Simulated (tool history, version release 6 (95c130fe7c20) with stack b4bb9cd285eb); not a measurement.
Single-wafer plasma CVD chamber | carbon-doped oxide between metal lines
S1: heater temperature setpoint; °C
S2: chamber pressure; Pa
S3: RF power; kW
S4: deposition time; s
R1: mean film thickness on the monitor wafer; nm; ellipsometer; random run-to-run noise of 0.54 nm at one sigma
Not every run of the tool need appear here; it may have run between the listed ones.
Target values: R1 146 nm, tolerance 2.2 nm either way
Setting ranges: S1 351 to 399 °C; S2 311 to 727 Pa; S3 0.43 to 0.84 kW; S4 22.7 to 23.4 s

run 1 hour=0 | S1=375 S2=519 S3=0.635 S4=22.7 | R1=125.36
run 2 hour=7.6 | S1=375 S2=519 S3=0.585 S4=22.7 | R1=118.8
run 3 hour=13.6 | S1=375 S2=439 S3=0.585 S4=22.7 | R1=116.45
run 4 hour=16.1 | S1=372 S2=497 S3=0.63 S4=22.7 | R1=124.89
run 5 hour=17.6 | S1=372 S2=497 S3=0.63 S4=23.4 | R1=129.2
run 6 hour=18.7 | S1=372 S2=497 S3=0.59 S4=23.4 | R1=123.79
run 7 hour=23.7 | S1=370 S2=544 S3=0.62 S4=23.4 | R1=130.17
run 8 hour=30.1 | S1=367 S2=585 S3=0.635 S4=23.4 | R1=134.62
run 9 hour=34.9 | S1=365 S2=619 S3=0.645 S4=23.4 | R1=137.44
run 10 hour=43.3 | S1=363 S2=644 S3=0.655 S4=23.4 | R1=140.37
run 11 hour=51 | S1=362 S2=661 S3=0.66 S4=23.4 | R1=141.1
run 12 hour=58 | S1=361 S2=676 S3=0.665 S4=23.4 | R1=143.22

4 candidate next runs follow, results not yet known. Just one meets every target within its allowed miss. Identify it.
run A hour=65 | S1=351 S2=557 S3=0.7 S4=22.9 | R1=?
run B hour=65 | S1=363 S2=673 S3=0.64 S4=23.4 | R1=?
run C hour=65 | S1=361 S2=665 S3=0.65 S4=23.2 | R1=?
run D hour=65 | S1=364 S2=637 S3=0.665 S4=23.2 | R1=?

move=A R1=146.72
move=B R1=138.97
move=C R1=139.9
move=D R1=140.13
A: meets every target
B: moves away from the targets compared with the last run
C: moves away from the targets compared with the last run
D: moves away from the targets compared with the last run
Correct choice: A, which meets every target

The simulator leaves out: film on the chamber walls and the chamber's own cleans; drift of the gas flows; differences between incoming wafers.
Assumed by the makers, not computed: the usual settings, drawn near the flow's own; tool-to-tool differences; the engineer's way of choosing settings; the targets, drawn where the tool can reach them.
